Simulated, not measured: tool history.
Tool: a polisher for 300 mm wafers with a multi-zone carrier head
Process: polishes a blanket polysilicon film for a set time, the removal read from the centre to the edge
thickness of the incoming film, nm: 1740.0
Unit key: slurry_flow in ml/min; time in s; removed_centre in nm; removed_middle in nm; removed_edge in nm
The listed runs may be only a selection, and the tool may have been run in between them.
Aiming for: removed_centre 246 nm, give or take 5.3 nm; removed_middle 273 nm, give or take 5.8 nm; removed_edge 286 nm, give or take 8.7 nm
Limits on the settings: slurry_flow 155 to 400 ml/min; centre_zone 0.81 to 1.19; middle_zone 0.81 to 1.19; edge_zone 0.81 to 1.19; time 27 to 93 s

run	hour	slurry_flow	centre_zone	middle_zone	edge_zone	time	removed_centre	removed_middle	removed_edge
1	0	255	1	1	1	59	464.74	464.88	469.2
2	4.7	235	0.95	0.97	0.96	52	379.62	398.57	404.43
3	5.6	235	0.89	0.97	0.96	52	364.86	400.46	403.46
4	7.5	235	0.89	0.91	0.96	52	357.1	379.54	397.32
5	15.4	235	0.89	0.91	0.96	61	422.92	446.16	462.54
6	22.1	220	0.87	0.89	0.93	55	374.08	394.61	418.7
7	24.4	235	0.86	0.89	0.93	49	322.76	347.83	371.25
8	28.3	235	0.85	0.89	0.9	46	303.89	330.72	339.6
9	34.8	235	0.84	0.88	0.9	44	287.1	314.02	331.5
10	41.7	235	0.83	0.87	0.89	42	272.26	297.9	314.46
11	44.2	235	0.82	0.87	0.88	41	257.92	284.43	306.07
12	47	235	0.82	0.87	0.86	41	260.44	286.18	302.19
13	53.5	230	0.82	0.87	0.85	40	253.35	282.11	292.62
14	55.2	230	0.82	0.87	0.85	40	257.21	284.11	289.12

Which single option among these 5 for the next run brings every result within its allowed miss of target? Just one does.
A	56.9	160	0.86	0.88	0.97	39	?	?	?
B	56.9	230	0.81	0.86	0.84	39	?	?	?
C	56.9	260	0.84	0.88	0.92	39	?	?	?
D	56.9	245	0.83	0.88	0.81	40	?	?	?
E	56.9	155	0.81	1.01	0.85	41	?	?	?

move	removed_centre	removed_middle	removed_edge
A	244.64	256.68	286.63
B	247.63	268.99	281.54
C	261.6	278.5	296.95
D	262.86	283.53	285.97
E	240.35	300.32	281.58
A: corrects the largest miss of the last run, while another result sits out of spec
B: hits every target within its allowed miss
C: lands further from the targets than the last run did
D: lands further from the targets than the last run did
E: carries the result that was furthest off beyond its target, to the other side
Move B is the one to make.
